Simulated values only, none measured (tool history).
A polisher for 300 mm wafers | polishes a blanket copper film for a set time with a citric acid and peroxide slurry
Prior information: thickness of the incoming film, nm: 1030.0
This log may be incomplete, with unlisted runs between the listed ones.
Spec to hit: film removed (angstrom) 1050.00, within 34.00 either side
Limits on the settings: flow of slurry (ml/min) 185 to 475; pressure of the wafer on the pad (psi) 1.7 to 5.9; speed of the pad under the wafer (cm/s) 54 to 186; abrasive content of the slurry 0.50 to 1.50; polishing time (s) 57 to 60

| run | hour | flow of slurry (ml/min) | pressure of the wafer on the pad (psi) | speed of the pad under the wafer (cm/s) | abrasive content of the slurry | polishing time (s) | film removed (angstrom) |
|---|---|---|---|---|---|---|---|
| 1 | 0.0 | 305 | 3.8 | 118 | 1.00 | 57 | 1666.00 |
| 2 | 6.2 | 305 | 3.8 | 134 | 1.00 | 57 | 1859.00 |
| 3 | 13.0 | 305 | 3.8 | 134 | 1.00 | 60 | 1967.30 |
| 4 | 16.6 | 305 | 3.4 | 132 | 1.00 | 60 | 1743.30 |
| 5 | 25.1 | 305 | 3.4 | 104 | 1.00 | 60 | 1434.70 |
| 6 | 30.5 | 305 | 3.4 | 104 | 1.10 | 60 | 1496.50 |
| 7 | 31.4 | 305 | 3.2 | 104 | 1.10 | 60 | 1411.10 |
| 8 | 35.5 | 305 | 3.0 | 104 | 1.10 | 60 | 1329.60 |
| 9 | 39.4 | 305 | 2.8 | 104 | 1.10 | 60 | 1222.30 |
| 10 | 48.1 | 305 | 2.2 | 104 | 1.10 | 60 | 975.48 |

5 next moves are on the table. One of them brings every result within its allowed miss. Which?
| A | 56.8 | 310 | 2.3 | 114 | 1.00 | 60 | ? |
| B | 56.8 | 320 | 2.7 | 84 | 1.00 | 57 | ? |
| C | 56.8 | 330 | 2.0 | 132 | 1.20 | 60 | ? |
| D | 56.8 | 375 | 2.0 | 122 | 1.05 | 58 | ? |
| E | 56.8 | 350 | 2.8 | 80 | 0.90 | 60 | ? |

| move | film removed (angstrom) |
|---|---|
| A | 1075.20 |
| B | 951.34 |
| C | 1124.20 |
| D | 990.34 |
| E | 975.05 |
A: in spec on every target
B: the biggest miss grows against the last run
C: the result that was furthest off in the last run now lies on the other side of its target
D: nearer than the last run, and not there yet
E: about as far from the targets as the last run
The move that meets every target is A.
